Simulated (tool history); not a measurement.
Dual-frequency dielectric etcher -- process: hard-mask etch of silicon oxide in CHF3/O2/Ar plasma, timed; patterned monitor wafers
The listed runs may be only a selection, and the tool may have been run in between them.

run  hour  source power (W)  bias power (W)  etch time (s)  mean etch depth across the wafer (Å)
  1     0               620             229           14.5                                308.28
  2   6.3               640             231           14.5                                313.41
  3    12               640             246           14.5                                320.13
  4  19.9               650             248           14.5                                322.46
  5  22.4               650             286           14.5                                335.64
  6  30.5               650             286           13.5                                310.72
  7  37.4               650             286           13.5                                311.99
  8  41.8               670             288           13.5                                318.23
  9    50               680             290           13.5                                319.31
 10  55.7               680             290           13.5                                319.27
 11  64.3               690             292           13.5                                322.76
 12    68               700             294           13.5                                324.23
 13  72.7               710             296           13.5                                327.46

What does the tool deliver on the next run?
 14  80.7               720             297           13.5                                     ?

{"run 14": {"mean etch depth across the wafer (Å)": 329.87}}
